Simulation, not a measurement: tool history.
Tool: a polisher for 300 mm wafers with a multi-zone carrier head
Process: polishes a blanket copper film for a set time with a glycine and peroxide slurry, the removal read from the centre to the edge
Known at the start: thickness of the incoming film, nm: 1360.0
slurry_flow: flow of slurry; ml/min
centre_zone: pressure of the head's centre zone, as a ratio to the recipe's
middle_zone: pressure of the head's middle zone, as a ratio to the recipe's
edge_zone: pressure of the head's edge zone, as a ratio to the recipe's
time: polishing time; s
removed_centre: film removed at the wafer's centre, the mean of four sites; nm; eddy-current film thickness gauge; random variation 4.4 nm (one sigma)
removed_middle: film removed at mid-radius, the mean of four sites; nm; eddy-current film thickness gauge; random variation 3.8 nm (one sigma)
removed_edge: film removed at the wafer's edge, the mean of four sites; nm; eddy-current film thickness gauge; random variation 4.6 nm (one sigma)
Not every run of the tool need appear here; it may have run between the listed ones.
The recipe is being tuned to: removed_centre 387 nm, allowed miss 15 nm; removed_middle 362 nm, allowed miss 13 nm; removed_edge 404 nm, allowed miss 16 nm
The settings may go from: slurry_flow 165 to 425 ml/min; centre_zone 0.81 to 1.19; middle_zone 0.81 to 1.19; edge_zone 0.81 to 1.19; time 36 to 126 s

| run | hour | slurry_flow | centre_zone | middle_zone | edge_zone | time | removed_centre | removed_middle | removed_edge |
|---|---|---|---|---|---|---|---|---|---|
| 1 | 0 | 275 | 1 | 1 | 1 | 81 | 345.81 | 314.37 | 313.45 |
| 2 | 7 | 275 | 1 | 0.94 | 1 | 81 | 341.07 | 302.13 | 313.49 |
| 3 | 13.8 | 275 | 1 | 0.88 | 1 | 81 | 340.52 | 285.42 | 311.99 |
| 4 | 21.4 | 275 | 0.99 | 0.89 | 1.03 | 84 | 355.49 | 298.56 | 329.49 |
| 5 | 22.6 | 215 | 0.99 | 0.89 | 1.03 | 84 | 341.39 | 286.24 | 324.49 |
| 6 | 28 | 270 | 0.99 | 0.89 | 1.03 | 84 | 345.84 | 293.36 | 333.95 |
| 7 | 29.4 | 280 | 0.99 | 0.92 | 1.05 | 85 | 365.52 | 308.47 | 343.8 |
| 8 | 30.6 | 290 | 0.97 | 0.95 | 1.07 | 86 | 354.26 | 329.54 | 340.4 |
| 9 | 32.9 | 285 | 0.96 | 0.94 | 1.09 | 88 | 357.33 | 326.89 | 353.59 |
| 10 | 36 | 285 | 0.96 | 0.94 | 1.09 | 88 | 358.42 | 329.18 | 357.36 |
| 11 | 43.1 | 290 | 0.96 | 0.94 | 1.11 | 89 | 365.09 | 336.61 | 363.3 |
| 12 | 48.2 | 295 | 0.96 | 0.94 | 1.12 | 90 | 369.58 | 338.42 | 365.72 |
| 13 | 55 | 295 | 0.95 | 0.94 | 1.13 | 91 | 374.34 | 342.2 | 379.49 |
| 14 | 55.7 | 300 | 0.95 | 0.94 | 1.14 | 91 | 372.39 | 337.83 | 385.38 |
| 15 | 61.1 | 305 | 0.95 | 0.95 | 1.15 | 91 | 365.92 | 343.73 | 379.62 |
| 16 | 65.2 | 305 | 0.95 | 0.95 | 1.16 | 92 | 372.67 | 349.53 | 393.82 |
| 17 | 71.8 | 310 | 0.95 | 0.95 | 1.16 | 92 | 382.55 | 354.81 | 384.06 |
|  | 78.1 | centre zone pressure recalibrated |
| 18 | 78.1 | 310 | 0.95 | 0.95 | 1.16 | 92 | 351.68 | 347.95 | 389.39 |
| 19 | 79.2 | 305 | 0.95 | 0.95 | 1.16 | 93 | 353.29 | 357.35 | 390.6 |

Next run, 5 choices. One meets every target within its allowed miss, the rest don't. Which?
| A | 80.3 | 190 | 0.98 | 1.02 | 1.19 | 93 | ? | ? | ? |
| B | 80.3 | 295 | 0.89 | 0.9 | 1.17 | 94 | ? | ? | ? |
| C | 80.3 | 325 | 0.83 | 1.04 | 1.19 | 86 | ? | ? | ? |
| D | 80.3 | 305 | 0.91 | 1.04 | 1.19 | 86 | ? | ? | ? |
| E | 80.3 | 305 | 1.03 | 0.96 | 1.19 | 95 | ? | ? | ? |

| move | removed_centre | removed_middle | removed_edge |
|---|---|---|---|
| A | 334.4 | 349.89 | 371.13 |
| B | 333.03 | 339.04 | 390.67 |
| C | 290.51 | 353.79 | 362.22 |
| D | 312.07 | 351.42 | 360.46 |
| E | 383.57 | 362.64 | 398.61 |
A: its largest miss is bigger than the last run's
B: its largest miss is bigger than the last run's
C: its largest miss is bigger than the last run's
D: its largest miss is bigger than the last run's
E: every result lands within tolerance
The right move is E.

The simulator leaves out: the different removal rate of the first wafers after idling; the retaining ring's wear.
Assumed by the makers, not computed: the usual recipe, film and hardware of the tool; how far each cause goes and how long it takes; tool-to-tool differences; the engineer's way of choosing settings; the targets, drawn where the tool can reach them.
